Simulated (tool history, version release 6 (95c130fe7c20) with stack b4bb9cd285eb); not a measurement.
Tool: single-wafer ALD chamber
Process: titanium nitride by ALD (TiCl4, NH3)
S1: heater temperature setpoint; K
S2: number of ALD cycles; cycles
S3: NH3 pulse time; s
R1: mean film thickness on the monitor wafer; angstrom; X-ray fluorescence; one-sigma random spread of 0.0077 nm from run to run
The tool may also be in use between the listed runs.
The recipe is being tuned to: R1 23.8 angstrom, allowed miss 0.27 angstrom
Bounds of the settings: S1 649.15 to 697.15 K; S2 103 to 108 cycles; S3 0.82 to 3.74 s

| run | hour | S1 | S2 | S3 | R1 |
|---|---|---|---|---|---|
| 1 | 0 | 673.15 | 108 | 2.28 | 25.13 |
| 2 | 4.9 | 673.15 | 108 | 2.56 | 25.371 |
| 3 | 13.9 | 673.15 | 103 | 2.56 | 24.02 |
| 4 | 21.3 | 673.15 | 103 | 2.56 | 24.184 |
| 5 | 29.5 | 673.15 | 108 | 2.56 | 25.055 |
| 6 | 35.2 | 673.15 | 108 | 2.21 | 25.097 |
| 7 | 35.8 | 670.15 | 107 | 2.04 | 24.802 |
| 8 | 38 | 668.15 | 106 | 1.92 | 24.454 |
| 9 | 46 | 667.15 | 105 | 1.91 | 24.131 |

Consider the 5 candidate settings below. Which is the only one whose results all fall within their allowed miss of target?
| A | 54 | 664.15 | 104 | 1.93 | ? |
| B | 54 | 664.15 | 106 | 1.83 | ? |
| C | 54 | 681.15 | 104 | 2.33 | ? |
| D | 54 | 689.15 | 106 | 1.31 | ? |
| E | 54 | 668.15 | 106 | 1.83 | ? |

| move | R1 |
|---|---|
| A | 23.731 |
| B | 24.124 |
| C | 24.171 |
| D | 24.213 |
| E | 24.221 |
A: all results land within tolerance of their targets
B: about as far from the targets as the last run
C: further off than the last run
D: further off than the last run
E: further off than the last run
So the answer is move A, the one that meets all the targets.

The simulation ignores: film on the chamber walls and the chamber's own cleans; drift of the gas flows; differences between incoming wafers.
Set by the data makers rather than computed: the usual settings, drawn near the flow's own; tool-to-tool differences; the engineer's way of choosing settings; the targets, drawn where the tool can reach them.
